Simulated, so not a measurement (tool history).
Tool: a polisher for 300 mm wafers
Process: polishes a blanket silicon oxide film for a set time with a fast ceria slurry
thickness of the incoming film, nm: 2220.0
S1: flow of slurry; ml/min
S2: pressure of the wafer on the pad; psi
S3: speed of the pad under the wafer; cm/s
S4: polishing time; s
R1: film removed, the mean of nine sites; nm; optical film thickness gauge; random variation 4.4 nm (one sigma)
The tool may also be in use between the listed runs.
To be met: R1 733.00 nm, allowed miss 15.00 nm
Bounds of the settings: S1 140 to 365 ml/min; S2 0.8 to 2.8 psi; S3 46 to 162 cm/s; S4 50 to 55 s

run	hour	S1	S2	S3	S4	R1
1	0.0	235	1.8	104	55	531.14
2	5.8	240	1.9	104	55	554.42
3	9.1	240	2.0	104	55	588.62
4	11.8	240	2.0	92	55	527.25
5	14.0	240	1.7	92	55	449.68
6	21.2	185	1.7	92	55	437.63
7	28.3	250	2.2	92	55	585.18
# hour 31.5: head pressure recalibrated
8	31.5	255	2.3	92	55	570.51
9	34.1	250	2.8	106	55	768.49
10	40.0	245	2.8	106	55	779.44
11	43.7	240	2.8	106	55	779.56

Which of these 4 next moves meets every target?
A	47.4	275	2.5	106	55	?
B	47.4	250	2.8	94	54	?
C	47.4	225	2.8	96	55	?
D	47.4	195	2.6	112	55	?

move	R1
A	695.42
B	684.61
C	701.27
D	728.19
A: takes the result that was furthest off past its target
B: takes the result that was furthest off past its target
C: takes the result that was furthest off past its target
D: meets every target
Move D is the one to make.
